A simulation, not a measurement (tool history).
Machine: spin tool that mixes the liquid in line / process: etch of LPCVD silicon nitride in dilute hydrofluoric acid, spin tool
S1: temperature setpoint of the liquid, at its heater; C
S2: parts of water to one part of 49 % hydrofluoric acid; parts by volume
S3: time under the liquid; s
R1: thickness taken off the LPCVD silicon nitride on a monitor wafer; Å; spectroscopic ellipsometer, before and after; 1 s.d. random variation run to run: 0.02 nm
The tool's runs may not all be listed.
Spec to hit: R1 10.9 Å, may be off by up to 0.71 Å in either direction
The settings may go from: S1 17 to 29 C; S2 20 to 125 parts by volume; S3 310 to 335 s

run 1 hour=0 | S1=21 S2=70 S3=310 | R1=18.521
run 2 hour=2.5 | S1=22.5 S2=70 S3=310 | R1=20.29
run 3 hour=9 | S1=21.5 S2=75 S3=310 | R1=17.377
run 4 hour=14.6 | S1=21.5 S2=75 S3=310 | R1=17.566
run 5 hour=18.6 | S1=19 S2=75 S3=310 | R1=14.917
run 6 hour=21.9 | S1=19 S2=75 S3=335 | R1=15.5
run 7 hour=28.3 | S1=18.5 S2=75 S3=335 | R1=16.245
run 8 hour=34 | S1=18.5 S2=80 S3=335 | R1=15.076
run 9 hour=40.1 | S1=18.5 S2=85 S3=335 | R1=14.205

Of the 5 settings listed for the next run, only one would bring every result within its allowed miss of target. Which one?
run A hour=46.2 | S1=18 S2=95 S3=310 | R1=?
run B hour=46.2 | S1=17.5 S2=110 S3=310 | R1=?
run C hour=46.2 | S1=17 S2=105 S3=310 | R1=?
run D hour=46.2 | S1=22.5 S2=70 S3=335 | R1=?
run E hour=46.2 | S1=18.5 S2=120 S3=315 | R1=?

move=A R1=11.021
move=B R1=9.2343
move=C R1=9.3302
move=D R1=21.834
move=E R1=9.2383
A: every result lands within tolerance
B: carries the result that was furthest off beyond its target, to the other side
C: carries the result that was furthest off beyond its target, to the other side
D: moves away from the targets compared with the last run
E: carries the result that was furthest off beyond its target, to the other side
The move that meets every target is A.

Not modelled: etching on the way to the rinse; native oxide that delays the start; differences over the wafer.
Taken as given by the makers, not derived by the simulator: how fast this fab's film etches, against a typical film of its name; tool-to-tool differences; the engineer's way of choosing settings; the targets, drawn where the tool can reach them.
